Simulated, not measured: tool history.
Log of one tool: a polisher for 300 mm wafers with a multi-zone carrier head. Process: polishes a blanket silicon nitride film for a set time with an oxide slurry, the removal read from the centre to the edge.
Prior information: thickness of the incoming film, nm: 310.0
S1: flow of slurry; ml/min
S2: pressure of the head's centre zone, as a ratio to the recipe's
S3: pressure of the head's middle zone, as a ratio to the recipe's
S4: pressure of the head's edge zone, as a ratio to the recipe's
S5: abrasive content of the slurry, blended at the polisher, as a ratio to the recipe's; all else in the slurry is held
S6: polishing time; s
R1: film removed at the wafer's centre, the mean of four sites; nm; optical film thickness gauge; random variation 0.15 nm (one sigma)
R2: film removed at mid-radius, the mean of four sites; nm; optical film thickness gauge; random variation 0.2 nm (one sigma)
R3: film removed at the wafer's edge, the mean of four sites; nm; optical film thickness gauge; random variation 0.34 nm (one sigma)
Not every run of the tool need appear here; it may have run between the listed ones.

run,hour,S1,S2,S3,S4,S5,S6,R1,R2,R3
1,0,120,1,1,1,1,54,20.573,20.647,21.462
2,6.8,120,1.08,1,1,1,54,22.306,20.838,21.031
3,12.3,120,1.08,1,1.08,1,54,22.347,20.525,21.874
4,19.3,125,1.07,1.01,1.1,1,54,22.491,21.227,22.04
5,23.7,125,1.07,1.01,1.1,0.85,54,20.969,19.76,21.178
6,26.8,125,1.07,0.94,1.1,0.85,54,21.107,18.838,21.744
7,30,135,1.06,0.95,1.12,0.85,54,21.276,19.288,21.943

Run 8 comes next. What will it give?
8,38.5,145,1.05,0.95,1.14,0.9,54,?,?,?

Run 8 measured R1 22.101 nm, R2 20.176 nm, R3 22.472 nm.

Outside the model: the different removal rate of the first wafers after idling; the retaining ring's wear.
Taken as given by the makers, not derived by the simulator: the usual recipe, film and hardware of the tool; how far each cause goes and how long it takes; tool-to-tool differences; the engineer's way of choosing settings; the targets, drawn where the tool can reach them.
